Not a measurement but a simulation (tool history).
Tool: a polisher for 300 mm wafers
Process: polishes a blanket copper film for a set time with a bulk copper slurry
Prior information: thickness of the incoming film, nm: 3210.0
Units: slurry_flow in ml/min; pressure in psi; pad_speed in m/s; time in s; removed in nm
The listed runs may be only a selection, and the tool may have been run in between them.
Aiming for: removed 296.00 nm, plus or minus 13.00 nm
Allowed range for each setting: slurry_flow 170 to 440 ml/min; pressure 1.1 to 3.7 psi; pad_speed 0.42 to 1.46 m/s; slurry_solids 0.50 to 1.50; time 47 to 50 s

run	hour	slurry_flow	pressure	pad_speed	slurry_solids	time	removed
1	0.0	280	2.4	0.94	1.00	47	358.92
2	6.2	215	2.4	0.94	1.00	47	352.72
3	8.7	215	2.3	0.94	1.00	47	341.86
4	11.1	215	2.3	0.94	1.20	47	349.12
5	15.0	215	2.3	0.94	1.35	47	364.13
6	19.3	215	2.2	0.94	1.35	47	350.84
7	20.0	215	2.1	0.94	1.35	47	349.55
8	21.0	215	1.9	0.94	1.35	47	323.86
9	29.1	215	1.8	0.94	1.35	47	310.05

Of the 5 settings listed for the next run, only one would bring every result within its allowed miss of target. Which one?
A	37.2	240	1.5	1.06	1.25	49	?
B	37.2	185	1.8	0.76	1.40	47	?
C	37.2	185	1.9	0.76	1.40	47	?
D	37.2	225	1.7	0.90	1.40	47	?
E	37.2	255	1.8	0.70	1.40	49	?

move	removed
A	323.80
B	254.54
C	262.05
D	290.79
E	254.42
A: the biggest miss grows against the last run
B: carries the result that was furthest off beyond its target, to the other side
C: carries the result that was furthest off beyond its target, to the other side
D: in spec on every target
E: carries the result that was furthest off beyond its target, to the other side
Correct choice: D, which meets every target

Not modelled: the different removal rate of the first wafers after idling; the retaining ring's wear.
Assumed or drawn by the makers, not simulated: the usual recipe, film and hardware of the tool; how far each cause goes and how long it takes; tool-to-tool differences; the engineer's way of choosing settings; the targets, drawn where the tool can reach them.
